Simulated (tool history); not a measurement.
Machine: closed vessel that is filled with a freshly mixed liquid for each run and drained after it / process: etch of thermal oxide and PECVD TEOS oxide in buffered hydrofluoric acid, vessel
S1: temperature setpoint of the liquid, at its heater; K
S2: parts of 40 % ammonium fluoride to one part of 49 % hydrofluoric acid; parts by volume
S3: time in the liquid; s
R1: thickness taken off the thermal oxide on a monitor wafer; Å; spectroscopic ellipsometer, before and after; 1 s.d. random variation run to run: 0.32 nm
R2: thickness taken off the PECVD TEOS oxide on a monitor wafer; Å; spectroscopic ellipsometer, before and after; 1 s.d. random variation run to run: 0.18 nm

| run | hour | S1 | S2 | S3 | R1 | R2 |
|---|---|---|---|---|---|---|
| 1 | 0.0 | 295.15 | 14.0 | 60 | 478.45 | 800.21 |
| 2 | 5.6 | 295.15 | 14.0 | 75 | 600.29 | 998.55 |
| 3 | 12.8 | 295.15 | 12.5 | 75 | 662.95 | 1114.20 |
| 4 | 14.0 | 295.15 | 12.5 | 55 | 480.88 | 822.99 |
| 5 | 15.9 | 297.15 | 12.5 | 55 | 543.29 | 917.13 |
| 6 | 17.4 | 294.65 | 13.0 | 55 | 461.70 | 772.87 |
| 7 | 17.9 | 293.15 | 13.5 | 55 | 409.13 | 679.94 |
| 8 | 19.4 | 292.15 | 13.5 | 55 | 378.06 | 645.04 |
| 9 | 24.0 | 291.65 | 13.5 | 55 | 371.48 | 627.68 |

What will run 10 give?
| 10 | 30.1 | 291.15 | 13.5 | 55 | ? | ? |

For run 10 the tool returned R1 358.63 Å, R2 612.78 Å.

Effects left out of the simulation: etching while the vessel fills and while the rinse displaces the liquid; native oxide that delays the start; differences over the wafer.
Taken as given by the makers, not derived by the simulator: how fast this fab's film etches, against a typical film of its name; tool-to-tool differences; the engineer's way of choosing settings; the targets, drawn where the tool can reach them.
